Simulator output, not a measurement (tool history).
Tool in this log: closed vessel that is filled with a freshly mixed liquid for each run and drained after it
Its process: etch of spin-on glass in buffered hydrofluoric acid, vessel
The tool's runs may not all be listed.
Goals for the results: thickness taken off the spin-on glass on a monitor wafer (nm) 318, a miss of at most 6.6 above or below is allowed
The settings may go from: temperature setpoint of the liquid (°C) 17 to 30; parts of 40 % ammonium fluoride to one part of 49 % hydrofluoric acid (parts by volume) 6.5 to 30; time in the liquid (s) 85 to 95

run,hour,temperature setpoint of the liquid (°C),parts of 40 % ammonium fluoride to one part of 49 % hydrofluoric acid (parts by volume),time in the liquid (s),thickness taken off the spin-on glass on a monitor wafer (nm)
1,0,22,19.5,85,281.07
2,3.6,20.5,19.5,85,257.59
3,5.8,17.5,19.5,85,217.84
4,9.6,19.5,19.5,85,242.33
# hour 13.6: hydrofluoric acid flow meter replaced
5,13.6,17,19.5,85,193.07
6,20,18.5,19.5,85,209.4
7,23.7,22.5,19,85,268.66
8,31.9,23.5,19,85,285.84
9,35.3,24,19,85,294.95
10,42.6,24.5,19,85,302.78
11,47.3,25,19,85,309.24

Exercise: of the 4 proposed moves below, exactly one satisfies all targets within the stated allowed misses. Which move is it?
A,52,24,19.5,95,?
B,52,26,20.5,85,?
C,52,24.5,19,85,?
D,52,21.5,18.5,95,?

move,thickness taken off the spin-on glass on a monitor wafer (nm)
A,317.71
B,303.92
C,299.72
D,291.54
A: each result inside its tolerance
B: its largest miss is bigger than the last run's
C: its largest miss is bigger than the last run's
D: its largest miss is bigger than the last run's
Move A is the one to make.
